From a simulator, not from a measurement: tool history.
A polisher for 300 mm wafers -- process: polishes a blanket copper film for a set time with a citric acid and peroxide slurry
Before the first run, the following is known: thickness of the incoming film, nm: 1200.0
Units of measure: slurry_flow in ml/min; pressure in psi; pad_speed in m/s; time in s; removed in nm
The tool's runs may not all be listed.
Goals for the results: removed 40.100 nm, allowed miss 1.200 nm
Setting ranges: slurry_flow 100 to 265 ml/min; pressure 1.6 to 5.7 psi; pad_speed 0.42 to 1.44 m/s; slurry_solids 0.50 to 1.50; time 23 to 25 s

run	hour	slurry_flow	pressure	pad_speed	slurry_solids	time	removed
1	0.0	170	3.6	0.92	1.00	25	53.916
2	1.2	170	3.6	1.04	1.00	25	58.745
3	6.9	170	3.6	1.04	1.15	25	60.202
4	9.8	145	3.6	1.04	1.15	25	58.297
5	14.0	145	3.6	1.26	1.15	25	67.301
6	18.4	145	3.6	1.42	1.15	25	73.557
7	23.0	140	3.0	1.40	1.15	25	62.727
8	24.6	135	2.6	1.36	1.15	25	52.977
9	32.7	130	2.3	1.36	1.15	25	46.816
10	41.3	125	2.2	1.36	1.15	25	44.000
11	46.0	120	2.2	1.36	1.15	25	44.478
12	54.4	115	2.1	1.36	1.15	25	42.368
13	63.4	110	2.1	1.36	1.15	25	41.754

Of the 5 settings listed for the next run, only one would bring every result within its allowed miss of target. Which one?
A	72.4	100	2.4	1.32	1.25	24	?
B	72.4	130	1.9	1.44	1.25	25	?
C	72.4	130	2.2	1.20	1.20	24	?
D	72.4	125	2.2	1.40	1.25	23	?
E	72.4	100	2.5	1.42	1.20	23	?

move	removed
A	43.498
B	42.707
C	39.976
D	43.071
E	45.272
A: moves away from the targets compared with the last run
B: moves away from the targets compared with the last run
C: in spec on every target
D: moves away from the targets compared with the last run
E: moves away from the targets compared with the last run
Answer: C

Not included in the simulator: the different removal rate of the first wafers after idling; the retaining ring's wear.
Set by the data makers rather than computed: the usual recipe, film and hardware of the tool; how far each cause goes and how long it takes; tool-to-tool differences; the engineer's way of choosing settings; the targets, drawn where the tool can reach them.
